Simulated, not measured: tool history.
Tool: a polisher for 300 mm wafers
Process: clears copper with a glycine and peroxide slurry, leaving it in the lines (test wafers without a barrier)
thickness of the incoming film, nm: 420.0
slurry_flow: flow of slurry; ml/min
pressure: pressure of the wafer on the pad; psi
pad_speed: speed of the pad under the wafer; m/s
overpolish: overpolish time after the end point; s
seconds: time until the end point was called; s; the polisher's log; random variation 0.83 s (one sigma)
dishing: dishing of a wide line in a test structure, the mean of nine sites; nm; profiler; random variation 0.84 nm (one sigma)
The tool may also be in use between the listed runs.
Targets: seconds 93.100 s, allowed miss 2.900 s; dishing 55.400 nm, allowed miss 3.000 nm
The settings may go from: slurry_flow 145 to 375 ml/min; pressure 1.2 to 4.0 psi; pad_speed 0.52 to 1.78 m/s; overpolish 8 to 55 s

run 1 day=0.000 | slurry_flow=240 pressure=2.6 pad_speed=1.14 overpolish=28 | seconds=89.859 dishing=72.243
run 2 day=0.246 | slurry_flow=240 pressure=2.6 pad_speed=1.04 overpolish=28 | seconds=96.778 dishing=68.883
run 3 day=0.417 | slurry_flow=240 pressure=2.6 pad_speed=0.88 overpolish=28 | seconds=110.930 dishing=63.666
run 4 day=0.442 | slurry_flow=240 pressure=2.6 pad_speed=0.64 overpolish=28 | seconds=139.090 dishing=53.251
run 5 day=0.492 | slurry_flow=240 pressure=2.1 pad_speed=0.64 overpolish=28 | seconds=163.890 dishing=44.257
-- day=0.512 worn pad replaced by a new one
run 6 day=0.512 | slurry_flow=240 pressure=2.1 pad_speed=0.64 overpolish=38 | seconds=150.500 dishing=63.144
run 7 day=0.804 | slurry_flow=250 pressure=2.5 pad_speed=0.68 overpolish=32 | seconds=126.140 dishing=63.387
run 8 day=1.017 | slurry_flow=280 pressure=2.6 pad_speed=0.70 overpolish=28 | seconds=118.320 dishing=58.523
run 9 day=1.379 | slurry_flow=305 pressure=2.7 pad_speed=0.70 overpolish=26 | seconds=113.600 dishing=56.729
run 10 day=1.646 | slurry_flow=320 pressure=2.8 pad_speed=0.70 overpolish=24 | seconds=109.580 dishing=55.558
run 11 day=1.938 | slurry_flow=330 pressure=2.9 pad_speed=0.70 overpolish=23 | seconds=107.010 dishing=55.638
run 12 day=2.108 | slurry_flow=330 pressure=3.4 pad_speed=0.72 overpolish=17 | seconds=93.710 dishing=48.108
run 13 day=2.333 | slurry_flow=330 pressure=3.4 pad_speed=0.72 overpolish=18 | seconds=92.907 dishing=51.605

5 next moves are on the table. One of them brings every result within its allowed miss. Which?
run A day=2.558 | slurry_flow=355 pressure=3.6 pad_speed=0.66 overpolish=17 | seconds=? dishing=?
run B day=2.558 | slurry_flow=330 pressure=3.3 pad_speed=0.70 overpolish=18 | seconds=? dishing=?
run C day=2.558 | slurry_flow=355 pressure=3.3 pad_speed=0.74 overpolish=20 | seconds=? dishing=?
run D day=2.558 | slurry_flow=275 pressure=3.2 pad_speed=0.80 overpolish=16 | seconds=? dishing=?
run E day=2.558 | slurry_flow=325 pressure=3.3 pad_speed=0.72 overpolish=16 | seconds=? dishing=?

move=A seconds=94.848 dishing=47.652
move=B seconds=97.527 dishing=48.676
move=C seconds=92.785 dishing=55.410
move=D seconds=91.121 dishing=46.450
move=E seconds=95.469 dishing=44.763
A: further off than the last run
B: further off than the last run
C: meets every target
D: further off than the last run
E: further off than the last run
Answer: C
